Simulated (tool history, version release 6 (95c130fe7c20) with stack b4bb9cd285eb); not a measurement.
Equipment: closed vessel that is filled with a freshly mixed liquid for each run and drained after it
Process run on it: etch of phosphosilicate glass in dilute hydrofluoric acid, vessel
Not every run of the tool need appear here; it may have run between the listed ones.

run,hour,temperature setpoint of the liquid (°C),parts of water to one part of 49 % hydrofluoric acid (parts by volume),time in the liquid (s),thickness taken off the phosphosilicate glass on a monitor wafer (Å)
1,0,23,105,30,223.56
2,5.3,24,105,30,233.34
3,8.2,25,105,30,241.71
4,16.9,26,105,30,251.31
5,20.7,26,105,30,250.99
6,28.1,26,70,30,394.03

Run 7 is up next; what results do you expect?
7,34.7,22,70,30,?

thickness taken off the phosphosilicate glass on a monitor wafer (Å): 334.57

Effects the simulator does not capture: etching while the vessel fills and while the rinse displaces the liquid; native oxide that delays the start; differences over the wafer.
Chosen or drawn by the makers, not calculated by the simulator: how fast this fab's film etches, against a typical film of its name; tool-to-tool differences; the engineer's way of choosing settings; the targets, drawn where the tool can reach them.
